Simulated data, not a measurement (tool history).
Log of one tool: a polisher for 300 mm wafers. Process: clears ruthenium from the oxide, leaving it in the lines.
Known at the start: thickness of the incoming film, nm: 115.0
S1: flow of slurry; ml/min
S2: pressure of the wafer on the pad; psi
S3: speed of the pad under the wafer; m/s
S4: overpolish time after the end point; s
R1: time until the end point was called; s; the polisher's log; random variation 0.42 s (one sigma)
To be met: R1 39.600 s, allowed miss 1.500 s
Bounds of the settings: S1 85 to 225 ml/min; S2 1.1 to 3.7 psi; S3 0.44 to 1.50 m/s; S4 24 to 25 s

run 1 hour=0.0 | S1=145 S2=2.4 S3=0.96 S4=24 | R1=76.293
run 2 hour=8.8 | S1=145 S2=2.6 S3=0.98 S4=24 | R1=70.715
run 3 hour=12.5 | S1=145 S2=2.6 S3=0.98 S4=25 | R1=70.271
run 4 hour=14.0 | S1=145 S2=2.7 S3=1.00 S4=25 | R1=64.970
run 5 hour=22.5 | S1=145 S2=2.3 S3=1.00 S4=25 | R1=75.735
run 6 hour=30.6 | S1=145 S2=1.7 S3=1.00 S4=25 | R1=100.180
run 7 hour=37.6 | S1=165 S2=2.3 S3=1.04 S4=25 | R1=72.782
run 8 hour=40.0 | S1=180 S2=2.9 S3=1.08 S4=25 | R1=54.505

Which of these 4 next moves meets every target?
run A hour=42.4 | S1=220 S2=3.7 S3=1.30 S4=24 | R1=?
run B hour=42.4 | S1=225 S2=3.2 S3=1.36 S4=25 | R1=?
run C hour=42.4 | S1=200 S2=3.6 S3=1.32 S4=24 | R1=?
run D hour=42.4 | S1=180 S2=3.2 S3=1.28 S4=24 | R1=?

move=A R1=35.586
move=B R1=39.310
move=C R1=36.523
move=D R1=42.767
A: takes the result that was furthest off past its target
B: meets every target
C: takes the result that was furthest off past its target
D: nearer than the last run, and not there yet
Move B is the one to make.
